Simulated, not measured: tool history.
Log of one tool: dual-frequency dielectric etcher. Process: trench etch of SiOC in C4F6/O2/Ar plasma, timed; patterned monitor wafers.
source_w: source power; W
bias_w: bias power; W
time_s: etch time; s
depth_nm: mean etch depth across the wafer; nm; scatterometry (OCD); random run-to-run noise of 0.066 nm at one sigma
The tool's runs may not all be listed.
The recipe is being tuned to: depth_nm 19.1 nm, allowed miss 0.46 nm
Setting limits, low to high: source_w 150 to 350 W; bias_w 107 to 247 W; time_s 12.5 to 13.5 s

Run 1, hour 0: source_w 250 W, bias_w 177 W, time_s 13.5 s. Result: depth_nm 21.493 nm.
Run 2, hour 8.3: source_w 240 W, bias_w 175 W, time_s 13.5 s. Result: depth_nm 21.134 nm.
Run 3, hour 10.7: source_w 240 W, bias_w 205 W, time_s 13.5 s. Result: depth_nm 22.587 nm.
Run 4, hour 15.6: source_w 230 W, bias_w 200 W, time_s 13.5 s. Result: depth_nm 22.054 nm.
Run 5, hour 19.3: source_w 220 W, bias_w 195 W, time_s 13.5 s. Result: depth_nm 21.754 nm.
Run 6, hour 26.4: source_w 250 W, bias_w 195 W, time_s 13.5 s. Result: depth_nm 22.374 nm.
Run 7, hour 31.1: source_w 240 W, bias_w 189 W, time_s 13.5 s. Result: depth_nm 21.912 nm.
Run 8, hour 34.2: source_w 230 W, bias_w 184 W, time_s 13.5 s. Result: depth_nm 21.474 nm.

Next run, 4 choices. One meets every target within its allowed miss, the rest don't. Which?
Run A, hour 37.3: source_w 230 W, bias_w 155 W, time_s 13 s. Result: depth_nm ?.
Run B, hour 37.3: source_w 230 W, bias_w 178 W, time_s 13 s. Result: depth_nm ?.
Run C, hour 37.3: source_w 240 W, bias_w 212 W, time_s 13.5 s. Result: depth_nm ?.
Run D, hour 37.3: source_w 250 W, bias_w 193 W, time_s 13.5 s. Result: depth_nm ?.

move  depth_nm
   A    19.205
   B    20.311
   C    22.847
   D    22.191
A: each result inside its tolerance
B: nearer the targets than the last run, but a result is still out of spec
C: its largest miss is bigger than the last run's
D: its largest miss is bigger than the last run's
Move A is the one to make.
